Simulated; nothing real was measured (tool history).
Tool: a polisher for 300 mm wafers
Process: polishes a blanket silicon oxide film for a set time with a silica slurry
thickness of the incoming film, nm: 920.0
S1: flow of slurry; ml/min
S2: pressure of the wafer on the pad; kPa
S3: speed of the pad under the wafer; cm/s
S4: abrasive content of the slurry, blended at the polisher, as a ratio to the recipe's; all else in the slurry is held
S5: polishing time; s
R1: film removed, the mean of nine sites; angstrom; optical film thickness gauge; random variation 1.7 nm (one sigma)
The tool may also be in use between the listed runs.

| run | hour | S1 | S2 | S3 | S4 | S5 | R1 |
|---|---|---|---|---|---|---|---|
| 1 | 0 | 240 | 24.8 | 120 | 1 | 102 | 2273.7 |
| 2 | 7.2 | 240 | 24.8 | 120 | 1 | 107 | 2360.6 |
| 3 | 14 | 240 | 30.3 | 120 | 1 | 107 | 2901.1 |
| 4 | 16.8 | 185 | 30.3 | 120 | 1 | 107 | 2821 |
| 5 | 25.7 | 185 | 28.3 | 120 | 1 | 107 | 2598.7 |
| 6 | 27.1 | 185 | 24.8 | 120 | 1 | 107 | 2321 |
| 7 | 32.9 | 185 | 23.4 | 120 | 1 | 107 | 2212.7 |
| 8 | 41.1 | 185 | 22.8 | 120 | 1 | 107 | 2136.7 |
| 9 | 45.5 | 185 | 22.1 | 120 | 1 | 107 | 2083.5 |

Run 10 comes next. What will it give?
| 10 | 46.4 | 185 | 21.4 | 120 | 1 | 107 | ? |

R1: 2005.7 angstrom

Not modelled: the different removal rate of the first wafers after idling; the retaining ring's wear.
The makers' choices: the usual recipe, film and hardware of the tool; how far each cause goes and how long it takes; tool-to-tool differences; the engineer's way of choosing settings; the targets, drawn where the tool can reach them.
